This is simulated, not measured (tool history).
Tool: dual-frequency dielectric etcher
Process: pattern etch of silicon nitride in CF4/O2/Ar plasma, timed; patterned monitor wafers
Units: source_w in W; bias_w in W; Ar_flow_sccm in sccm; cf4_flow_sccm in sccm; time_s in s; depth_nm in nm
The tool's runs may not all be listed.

{"run": 1, "hour": 0.0, "source_w": 670, "bias_w": 46, "Ar_flow_sccm": 101, "cf4_flow_sccm": 72, "time_s": 13.5, "depth_nm": 29.909}
{"run": 2, "hour": 8.8, "source_w": 670, "bias_w": 51, "Ar_flow_sccm": 101, "cf4_flow_sccm": 72, "time_s": 13.5, "depth_nm": 31.278}
{"run": 3, "hour": 11.4, "source_w": 670, "bias_w": 51, "Ar_flow_sccm": 101, "cf4_flow_sccm": 72, "time_s": 13.5, "depth_nm": 31.184}
{"run": 4, "hour": 15.6, "source_w": 600, "bias_w": 51, "Ar_flow_sccm": 101, "cf4_flow_sccm": 72, "time_s": 13.5, "depth_nm": 27.901}
{"run": 5, "hour": 23.3, "source_w": 560, "bias_w": 51, "Ar_flow_sccm": 101, "cf4_flow_sccm": 72, "time_s": 13.5, "depth_nm": 26.147}
{"run": 6, "hour": 28.9, "source_w": 560, "bias_w": 51, "Ar_flow_sccm": 88, "cf4_flow_sccm": 72, "time_s": 13.5, "depth_nm": 26.629}

Run 7 comes next. What will it give?
{"run": 7, "hour": 30.8, "source_w": 540, "bias_w": 51, "Ar_flow_sccm": 88, "cf4_flow_sccm": 72, "time_s": 13.5, "depth_nm": "?"}

depth_nm: 25.823 nm
